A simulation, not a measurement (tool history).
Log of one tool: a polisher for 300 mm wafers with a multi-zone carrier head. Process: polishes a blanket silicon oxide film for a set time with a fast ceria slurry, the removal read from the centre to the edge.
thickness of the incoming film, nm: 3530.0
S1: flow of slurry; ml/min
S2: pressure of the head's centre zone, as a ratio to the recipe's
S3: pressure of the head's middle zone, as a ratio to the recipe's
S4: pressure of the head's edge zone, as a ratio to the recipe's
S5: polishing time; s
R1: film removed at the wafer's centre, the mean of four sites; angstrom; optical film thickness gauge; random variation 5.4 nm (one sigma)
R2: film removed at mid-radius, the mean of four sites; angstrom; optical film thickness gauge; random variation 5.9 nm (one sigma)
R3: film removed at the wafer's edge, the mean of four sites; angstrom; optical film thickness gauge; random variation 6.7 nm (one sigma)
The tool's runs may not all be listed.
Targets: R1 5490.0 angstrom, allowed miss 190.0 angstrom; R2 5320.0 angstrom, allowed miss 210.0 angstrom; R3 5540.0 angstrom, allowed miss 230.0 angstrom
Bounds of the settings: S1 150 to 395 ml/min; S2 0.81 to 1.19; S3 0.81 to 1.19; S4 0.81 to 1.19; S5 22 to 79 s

run    day   S1    S2    S3    S4  S5      R1      R2      R3
  1  0.000  250  1.00  1.00  1.00  50  6229.2  6310.0  6250.1
  2  0.308  245  0.99  0.98  0.98  49  6019.6  6015.5  6102.5
  3  0.458  240  0.99  0.97  0.96  48  5815.2  5999.0  5858.5
  4  0.571  240  0.90  0.97  0.96  48  5297.5  5945.1  5780.1
  5  0.758  290  0.90  0.97  0.96  48  5581.8  5968.3  5968.0
  6  1.108  240  0.90  0.97  0.96  48  5515.7  5963.6  6016.5
  7  1.283  245  0.91  0.95  0.95  48  5464.7  5905.6  5930.1
  8  1.542  250  0.92  0.94  0.95  47  5343.1  5756.2  5710.7
  9  1.646  255  0.93  0.93  0.96  47  5529.9  5738.4  5685.9

4 next moves are on the table. One of them brings every result within its allowed miss. Which?
  A  1.750  340  0.84  0.81  0.90  51   ?   ?   ?
  B  1.750  265  1.01  0.88  1.00  44   ?   ?   ?
  C  1.750  285  0.95  1.00  0.86  48   ?   ?   ?
  D  1.750  250  0.88  0.96  0.99  51   ?   ?   ?

move      R1      R2      R3
   A  5585.4  5973.7  6119.8
   B  5487.1  5237.7  5447.2
   C  5731.5  6150.2  5564.7
   D  5622.3  6310.1  6249.5
A: further off than the last run
B: meets every target
C: further off than the last run
D: further off than the last run
Move B is the one to make.
